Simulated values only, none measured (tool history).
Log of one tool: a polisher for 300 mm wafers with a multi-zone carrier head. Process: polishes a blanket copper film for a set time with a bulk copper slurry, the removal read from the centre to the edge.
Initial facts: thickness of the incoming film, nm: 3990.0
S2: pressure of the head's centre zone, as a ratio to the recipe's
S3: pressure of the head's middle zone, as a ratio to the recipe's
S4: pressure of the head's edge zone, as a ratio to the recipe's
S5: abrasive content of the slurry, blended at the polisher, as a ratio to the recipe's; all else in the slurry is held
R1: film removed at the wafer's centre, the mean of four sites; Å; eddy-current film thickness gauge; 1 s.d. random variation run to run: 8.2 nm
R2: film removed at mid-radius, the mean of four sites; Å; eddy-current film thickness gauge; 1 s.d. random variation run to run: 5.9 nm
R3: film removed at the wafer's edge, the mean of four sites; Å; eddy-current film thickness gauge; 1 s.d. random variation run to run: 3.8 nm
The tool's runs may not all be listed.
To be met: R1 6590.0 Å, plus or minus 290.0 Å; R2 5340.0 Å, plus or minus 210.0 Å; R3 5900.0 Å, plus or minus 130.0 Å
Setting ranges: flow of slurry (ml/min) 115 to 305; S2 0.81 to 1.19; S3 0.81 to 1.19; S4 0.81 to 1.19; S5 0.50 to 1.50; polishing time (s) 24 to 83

Run 1, day 0.000: flow of slurry (ml/min) 195, S2 1.00, S3 1.00, S4 1.00, S5 1.00, polishing time (s) 53. Result: R1 6039.5 Å, R2 6303.7 Å, R3 6113.4 Å.
Run 2, day 0.317: flow of slurry (ml/min) 185, S2 1.04, S3 0.95, S4 0.99, S5 1.00, polishing time (s) 53. Result: R1 6266.5 Å, R2 5976.7 Å, R3 6132.6 Å.
Run 3, day 0.562: flow of slurry (ml/min) 185, S2 1.04, S3 0.91, S4 0.99, S5 1.00, polishing time (s) 53. Result: R1 6257.8 Å, R2 5704.1 Å, R3 6068.3 Å.
Run 4, day 0.608: flow of slurry (ml/min) 180, S2 1.06, S3 0.89, S4 0.98, S5 1.00, polishing time (s) 53. Result: R1 6439.0 Å, R2 5607.3 Å, R3 6000.2 Å.
Run 5, day 0.683: flow of slurry (ml/min) 180, S2 1.06, S3 0.89, S4 0.98, S5 1.00, polishing time (s) 41. Result: R1 4896.4 Å, R2 4320.1 Å, R3 4648.2 Å.
Run 6, day 0.821: flow of slurry (ml/min) 200, S2 1.10, S3 0.91, S4 1.03, S5 1.10, polishing time (s) 41. Result: R1 5319.0 Å, R2 4669.6 Å, R3 5021.0 Å.
Run 7, day 0.908: flow of slurry (ml/min) 220, S2 1.13, S3 0.91, S4 1.05, S5 1.15, polishing time (s) 41. Result: R1 5559.1 Å, R2 4710.6 Å, R3 5062.7 Å.
Run 8, day 1.238: flow of slurry (ml/min) 225, S2 1.15, S3 0.91, S4 1.08, S5 1.25, polishing time (s) 42. Result: R1 6063.3 Å, R2 4967.0 Å, R3 5396.9 Å.
At day 1.383: edge zone pressure recalibrated.
Run 9, day 1.383: flow of slurry (ml/min) 230, S2 1.16, S3 0.92, S4 1.11, S5 1.30, polishing time (s) 42. Result: R1 6251.9 Å, R2 5049.2 Å, R3 5750.1 Å.
Run 10, day 1.696: flow of slurry (ml/min) 230, S2 1.16, S3 0.92, S4 1.11, S5 1.30, polishing time (s) 42. Result: R1 6231.3 Å, R2 5045.4 Å, R3 5788.1 Å.

Below are 4 possible settings for the next run. Only one of them brings all results inside the allowed miss of their targets. Which is it?
Run A, day 2.008: flow of slurry (ml/min) 240, S2 1.16, S3 0.91, S4 1.04, S5 1.50, polishing time (s) 43. Result: R1 ?, R2 ?, R3 ?.
Run B, day 2.008: flow of slurry (ml/min) 240, S2 1.19, S3 0.86, S4 1.05, S5 1.35, polishing time (s) 46. Result: R1 ?, R2 ?, R3 ?.
Run C, day 2.008: flow of slurry (ml/min) 210, S2 1.16, S3 0.90, S4 1.09, S5 1.35, polishing time (s) 45. Result: R1 ?, R2 ?, R3 ?.
Run D, day 2.008: flow of slurry (ml/min) 235, S2 1.11, S3 0.85, S4 1.02, S5 1.30, polishing time (s) 47. Result: R1 ?, R2 ?, R3 ?.

move      R1      R2      R3
   A  6611.8  5272.7  5966.7
   B  7065.0  5241.2  6249.7
   C  6605.6  5230.4  6143.3
   D  6646.6  5242.4  6224.3
A: hits every target within its allowed miss
B: gets the furthest-off result to its target, but another result is out of tolerance
C: gets the furthest-off result to its target, but another result is out of tolerance
D: gets the furthest-off result to its target, but another result is out of tolerance
Correct choice: A, which meets every target
